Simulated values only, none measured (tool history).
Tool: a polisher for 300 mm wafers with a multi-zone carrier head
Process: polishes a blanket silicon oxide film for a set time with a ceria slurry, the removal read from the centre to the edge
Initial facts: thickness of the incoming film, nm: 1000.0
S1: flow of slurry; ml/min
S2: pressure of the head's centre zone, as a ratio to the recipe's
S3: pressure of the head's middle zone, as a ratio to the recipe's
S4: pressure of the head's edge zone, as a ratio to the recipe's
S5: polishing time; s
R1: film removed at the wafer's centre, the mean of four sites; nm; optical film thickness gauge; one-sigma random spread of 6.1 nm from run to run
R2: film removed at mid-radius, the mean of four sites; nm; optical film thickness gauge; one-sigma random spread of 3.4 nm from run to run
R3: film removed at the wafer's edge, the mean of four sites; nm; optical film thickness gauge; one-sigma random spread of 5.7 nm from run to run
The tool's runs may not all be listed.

Run 1, hour 0: S1 285 ml/min, S2 1, S3 1, S4 1, S5 74 s. Result: R1 336.99 nm, R2 341.75 nm, R3 337.13 nm.
Run 2, hour 7.5: S1 285 ml/min, S2 1, S3 1, S4 0.96, S5 74 s. Result: R1 339.82 nm, R2 344.45 nm, R3 335.36 nm.
Run 3, hour 15.9: S1 320 ml/min, S2 1, S3 1, S4 0.96, S5 74 s. Result: R1 348.08 nm, R2 346.3 nm, R3 337.85 nm.
Run 4, hour 17.1: S1 355 ml/min, S2 1, S3 1, S4 0.96, S5 74 s. Result: R1 355.99 nm, R2 346.2 nm, R3 342.86 nm.
Run 5, hour 25: S1 355 ml/min, S2 1, S3 0.96, S4 0.96, S5 74 s. Result: R1 340.17 nm, R2 335.27 nm, R3 337.36 nm.
Run 6, hour 33.6: S1 355 ml/min, S2 0.92, S3 0.96, S4 0.96, S5 74 s. Result: R1 323.87 nm, R2 337.15 nm, R3 345.55 nm.
Run 7, hour 35.1: S1 355 ml/min, S2 0.93, S3 1.01, S4 0.95, S5 78 s. Result: R1 345.21 nm, R2 373.29 nm, R3 357.72 nm.
Run 8, hour 36.3: S1 360 ml/min, S2 0.95, S3 1.04, S4 0.96, S5 81 s. Result: R1 370.44 nm, R2 394.13 nm, R3 379.7 nm.

The next listed run, before its measurement:
Run 9, hour 45.2: S1 360 ml/min, S2 0.96, S3 1.07, S4 0.95, S5 83 s. Result: R1 ?, R2 ?, R3 ?.

{"run 9": {"R1": 381.08, "R2": 414.31, "R3": 382.71}}
